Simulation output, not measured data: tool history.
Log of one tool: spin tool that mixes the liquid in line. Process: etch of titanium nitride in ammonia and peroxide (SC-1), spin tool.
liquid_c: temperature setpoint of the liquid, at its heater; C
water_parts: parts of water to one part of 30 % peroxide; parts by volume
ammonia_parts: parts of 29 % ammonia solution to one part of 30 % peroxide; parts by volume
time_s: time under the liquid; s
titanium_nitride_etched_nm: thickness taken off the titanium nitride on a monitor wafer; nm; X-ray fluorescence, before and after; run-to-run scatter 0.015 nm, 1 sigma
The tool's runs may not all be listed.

run,hour,liquid_c,water_parts,ammonia_parts,time_s,titanium_nitride_etched_nm
1,0.0,60.0,13.0,0.8,65,5.5400
2,8.2,53.5,13.0,0.8,65,3.5786
3,9.6,53.5,13.0,0.6,65,3.4241
4,11.5,47.0,13.0,0.6,65,2.1846
5,14.7,47.0,13.0,0.4,65,2.0373
6,17.3,48.0,13.0,0.4,65,2.1933
7,20.2,49.0,13.0,0.4,65,2.3417
8,22.0,50.0,13.0,0.4,65,2.5090
9,28.0,51.0,13.0,0.4,65,2.7089

Predict the results of run 10:
10,29.5,56.5,13.0,0.4,65,?

Logged for run 10: titanium_nitride_etched_nm 3.9024 nm.

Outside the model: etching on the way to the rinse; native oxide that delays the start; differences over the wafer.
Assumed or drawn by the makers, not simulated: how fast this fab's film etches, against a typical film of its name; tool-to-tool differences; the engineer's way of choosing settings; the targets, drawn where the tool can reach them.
